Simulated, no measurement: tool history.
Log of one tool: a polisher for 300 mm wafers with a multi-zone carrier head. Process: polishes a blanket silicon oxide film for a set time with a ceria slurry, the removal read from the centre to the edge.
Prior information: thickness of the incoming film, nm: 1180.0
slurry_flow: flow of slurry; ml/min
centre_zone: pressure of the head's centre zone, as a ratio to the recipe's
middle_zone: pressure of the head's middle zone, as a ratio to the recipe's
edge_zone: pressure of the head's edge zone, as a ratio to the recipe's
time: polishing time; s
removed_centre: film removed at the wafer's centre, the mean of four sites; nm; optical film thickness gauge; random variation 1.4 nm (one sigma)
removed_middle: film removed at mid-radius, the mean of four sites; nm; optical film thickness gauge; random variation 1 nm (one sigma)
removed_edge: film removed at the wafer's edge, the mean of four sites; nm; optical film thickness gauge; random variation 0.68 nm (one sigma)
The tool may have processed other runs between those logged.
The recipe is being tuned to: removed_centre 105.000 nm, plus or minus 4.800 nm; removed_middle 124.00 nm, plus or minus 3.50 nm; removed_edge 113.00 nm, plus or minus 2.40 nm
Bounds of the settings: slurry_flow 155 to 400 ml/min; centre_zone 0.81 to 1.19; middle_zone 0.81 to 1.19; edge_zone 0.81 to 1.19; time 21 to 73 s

run 1 hour=0.0 | slurry_flow=255 centre_zone=1.00 middle_zone=1.00 edge_zone=1.00 time=47 | removed_centre=169.410 removed_middle=174.45 removed_edge=171.17
run 2 hour=2.1 | slurry_flow=310 centre_zone=1.00 middle_zone=1.00 edge_zone=1.00 time=47 | removed_centre=175.110 removed_middle=177.31 removed_edge=173.21
run 3 hour=4.9 | slurry_flow=280 centre_zone=1.00 middle_zone=1.00 edge_zone=1.00 time=47 | removed_centre=176.300 removed_middle=175.03 removed_edge=172.79
run 4 hour=12.0 | slurry_flow=280 centre_zone=1.00 middle_zone=1.00 edge_zone=1.00 time=59 | removed_centre=213.300 removed_middle=219.98 removed_edge=216.11
run 5 hour=13.8 | slurry_flow=280 centre_zone=1.00 middle_zone=1.04 edge_zone=1.00 time=59 | removed_centre=213.160 removed_middle=228.21 removed_edge=216.33
run 6 hour=14.4 | slurry_flow=280 centre_zone=1.00 middle_zone=0.96 edge_zone=1.00 time=59 | removed_centre=215.210 removed_middle=215.87 removed_edge=215.93
run 7 hour=18.9 | slurry_flow=270 centre_zone=0.95 middle_zone=0.97 edge_zone=0.95 time=50 | removed_centre=173.770 removed_middle=183.92 removed_edge=177.16
run 8 hour=19.5 | slurry_flow=255 centre_zone=0.91 middle_zone=0.96 edge_zone=0.92 time=44 | removed_centre=149.550 removed_middle=160.37 removed_edge=152.80
run 9 hour=21.2 | slurry_flow=215 centre_zone=0.81 middle_zone=0.99 edge_zone=0.88 time=31 | removed_centre=90.683 removed_middle=110.44 removed_edge=104.41
run 10 hour=27.3 | slurry_flow=250 centre_zone=0.83 middle_zone=1.00 edge_zone=0.89 time=31 | removed_centre=95.898 removed_middle=115.35 removed_edge=107.64
run 11 hour=34.1 | slurry_flow=270 centre_zone=0.84 middle_zone=1.00 edge_zone=0.89 time=31 | removed_centre=94.899 removed_middle=115.12 removed_edge=108.00
run 12 hour=40.9 | slurry_flow=280 centre_zone=0.86 middle_zone=1.02 edge_zone=0.90 time=31 | removed_centre=98.351 removed_middle=116.72 removed_edge=107.54
run 13 hour=49.6 | slurry_flow=290 centre_zone=0.87 middle_zone=1.03 edge_zone=0.91 time=31 | removed_centre=102.980 removed_middle=118.17 removed_edge=108.15
run 14 hour=57.5 | slurry_flow=295 centre_zone=0.87 middle_zone=1.04 edge_zone=0.92 time=31 | removed_centre=99.702 removed_middle=117.94 removed_edge=110.51
run 15 hour=59.6 | slurry_flow=300 centre_zone=0.88 middle_zone=1.05 edge_zone=0.92 time=31 | removed_centre=102.180 removed_middle=119.92 removed_edge=110.16
run 16 hour=62.0 | slurry_flow=305 centre_zone=0.88 middle_zone=1.06 edge_zone=0.93 time=31 | removed_centre=102.250 removed_middle=122.68 removed_edge=109.34
run 17 hour=67.6 | slurry_flow=305 centre_zone=0.88 middle_zone=1.06 edge_zone=0.93 time=31 | removed_centre=105.160 removed_middle=121.05 removed_edge=110.18

Exercise: of the 5 proposed moves below, exactly one satisfies all targets within the stated allowed misses. Which move is it?
run A hour=73.2 | slurry_flow=300 centre_zone=0.88 middle_zone=1.05 edge_zone=0.94 time=30 | removed_centre=? removed_middle=? removed_edge=?
run B hour=73.2 | slurry_flow=290 centre_zone=0.85 middle_zone=1.00 edge_zone=0.87 time=33 | removed_centre=? removed_middle=? removed_edge=?
run C hour=73.2 | slurry_flow=305 centre_zone=0.87 middle_zone=1.00 edge_zone=0.81 time=32 | removed_centre=? removed_middle=? removed_edge=?
run D hour=73.2 | slurry_flow=305 centre_zone=1.06 middle_zone=1.11 edge_zone=1.00 time=31 | removed_centre=? removed_middle=? removed_edge=?
run E hour=73.2 | slurry_flow=265 centre_zone=1.02 middle_zone=1.02 edge_zone=1.00 time=33 | removed_centre=? removed_middle=? removed_edge=?

move=A removed_centre=98.454 removed_middle=115.65 removed_edge=107.05
move=B removed_centre=104.920 removed_middle=122.86 removed_edge=113.42
move=C removed_centre=104.200 removed_middle=119.68 removed_edge=106.93
move=D removed_centre=118.810 removed_middle=124.10 removed_edge=113.98
move=E removed_centre=120.630 removed_middle=123.26 removed_edge=120.22
A: lands further from the targets than the last run did
B: each result inside its tolerance
C: lands further from the targets than the last run did
D: brings the result that was furthest off to its target, and leaves another outside
E: moves the result that the last run missed by most past its target, out the other side
Move B is the one to make.
